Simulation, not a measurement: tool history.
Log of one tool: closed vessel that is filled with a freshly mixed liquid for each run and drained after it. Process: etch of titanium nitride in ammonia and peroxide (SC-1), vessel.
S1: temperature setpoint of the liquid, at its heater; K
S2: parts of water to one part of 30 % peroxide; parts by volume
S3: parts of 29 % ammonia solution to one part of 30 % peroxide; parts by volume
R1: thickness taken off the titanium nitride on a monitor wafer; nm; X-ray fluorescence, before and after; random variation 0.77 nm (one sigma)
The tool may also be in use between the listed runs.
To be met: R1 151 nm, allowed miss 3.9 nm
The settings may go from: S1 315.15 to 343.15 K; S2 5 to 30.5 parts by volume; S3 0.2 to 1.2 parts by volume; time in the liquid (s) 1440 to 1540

run 1 day=0 | S1=331.15 S2=17 S3=0.9 time_in_the_liquid_(s)=1440 | R1=69.754
run 2 day=0.329 | S1=334.15 S2=17 S3=0.9 time_in_the_liquid_(s)=1440 | R1=85.352
run 3 day=0.621 | S1=336.15 S2=17 S3=0.9 time_in_the_liquid_(s)=1440 | R1=98.041
run 4 day=0.754 | S1=337.65 S2=17 S3=0.9 time_in_the_liquid_(s)=1440 | R1=107.82
run 5 day=0.888 | S1=340.15 S2=17 S3=0.9 time_in_the_liquid_(s)=1440 | R1=125.66
run 6 day=1.021 | S1=340.15 S2=17 S3=0.9 time_in_the_liquid_(s)=1440 | R1=125.45
run 7 day=1.179 | S1=340.65 S2=17 S3=0.9 time_in_the_liquid_(s)=1440 | R1=129.34
run 8 day=1.446 | S1=341.15 S2=17 S3=0.9 time_in_the_liquid_(s)=1440 | R1=135.22
run 9 day=1.679 | S1=341.65 S2=17 S3=0.9 time_in_the_liquid_(s)=1440 | R1=137.32
run 10 day=1.912 | S1=341.65 S2=17 S3=0.9 time_in_the_liquid_(s)=1440 | R1=137.34
run 11 day=2.129 | S1=342.15 S2=17 S3=0.9 time_in_the_liquid_(s)=1440 | R1=141.73

5 next moves are on the table. One of them brings every result within its allowed miss. Which?
run A day=2.346 | S1=341.15 S2=18.5 S3=0.8 time_in_the_liquid_(s)=1540 | R1=?
run B day=2.346 | S1=343.15 S2=17 S3=0.85 time_in_the_liquid_(s)=1540 | R1=?
run C day=2.346 | S1=343.15 S2=17 S3=0.7 time_in_the_liquid_(s)=1485 | R1=?
run D day=2.346 | S1=343.15 S2=21.5 S3=1.05 time_in_the_liquid_(s)=1505 | R1=?
run E day=2.346 | S1=341.65 S2=16.5 S3=0.55 time_in_the_liquid_(s)=1445 | R1=?

move=A R1=133.47
move=B R1=159.98
move=C R1=149.05
move=D R1=142.7
move=E R1=128.58
A: further off than the last run
B: takes the result that was furthest off past its target
C: meets every target
D: nearer than the last run, and not there yet
E: further off than the last run
The right move is C.
